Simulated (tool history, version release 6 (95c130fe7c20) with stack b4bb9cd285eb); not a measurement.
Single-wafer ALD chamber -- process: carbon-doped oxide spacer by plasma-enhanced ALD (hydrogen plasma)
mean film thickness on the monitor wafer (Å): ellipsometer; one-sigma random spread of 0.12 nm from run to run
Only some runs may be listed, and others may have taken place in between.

run	hour	heater temperature setpoint (deg C)	number of ALD cycles (cycles)	mean film thickness on the monitor wafer (Å)
1	0	405	606	311.29
2	3.4	404	631	324.92
3	12.5	404	549	282.46
4	22.1	403	584	300.89
5	24.6	403	548	284.65
6	31.5	403	611	315.26
7	35.1	402	634	326.34
# hour 44.2: thermocouple changed; heater temperature recalibrated
8	44.2	402	655	338.19
9	47.6	402	672	343.31

Forecast run 10:
10	50.7	402	689	?

For run 10 the tool returned mean film thickness on the monitor wafer (Å) 352.54.

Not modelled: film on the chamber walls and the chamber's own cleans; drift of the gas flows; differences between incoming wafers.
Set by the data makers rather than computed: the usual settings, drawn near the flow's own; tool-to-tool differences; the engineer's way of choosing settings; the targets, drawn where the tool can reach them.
